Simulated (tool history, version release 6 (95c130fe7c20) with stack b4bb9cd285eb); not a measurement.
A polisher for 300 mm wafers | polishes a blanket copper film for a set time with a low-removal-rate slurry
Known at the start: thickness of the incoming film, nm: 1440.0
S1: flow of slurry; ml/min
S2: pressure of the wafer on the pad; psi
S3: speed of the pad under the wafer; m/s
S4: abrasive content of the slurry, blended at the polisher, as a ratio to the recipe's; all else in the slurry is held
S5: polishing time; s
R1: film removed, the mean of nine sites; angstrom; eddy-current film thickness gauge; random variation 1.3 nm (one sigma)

Run 1, hour 0.0: S1 140 ml/min, S2 2.1 psi, S3 0.94 m/s, S4 1.00, S5 46 s. Result: R1 795.68 angstrom.
Run 2, hour 6.8: S1 140 ml/min, S2 1.8 psi, S3 0.94 m/s, S4 1.00, S5 46 s. Result: R1 686.07 angstrom.
Run 3, hour 7.6: S1 140 ml/min, S2 1.8 psi, S3 0.82 m/s, S4 1.00, S5 46 s. Result: R1 587.41 angstrom.
Run 4, hour 10.6: S1 140 ml/min, S2 1.8 psi, S3 0.82 m/s, S4 1.15, S5 46 s. Result: R1 621.88 angstrom.
Run 5, hour 14.2: S1 145 ml/min, S2 2.1 psi, S3 0.82 m/s, S4 1.15, S5 46 s. Result: R1 727.63 angstrom.
At hour 22.8: worn pad replaced by a new one.
Run 6, hour 22.8: S1 110 ml/min, S2 2.1 psi, S3 0.82 m/s, S4 1.15, S5 46 s. Result: R1 750.00 angstrom.

The next listed run, before its measurement:
Run 7, hour 29.5: S1 110 ml/min, S2 2.3 psi, S3 0.82 m/s, S4 1.15, S5 46 s. Result: R1 ?.

R1: 815.60 angstrom

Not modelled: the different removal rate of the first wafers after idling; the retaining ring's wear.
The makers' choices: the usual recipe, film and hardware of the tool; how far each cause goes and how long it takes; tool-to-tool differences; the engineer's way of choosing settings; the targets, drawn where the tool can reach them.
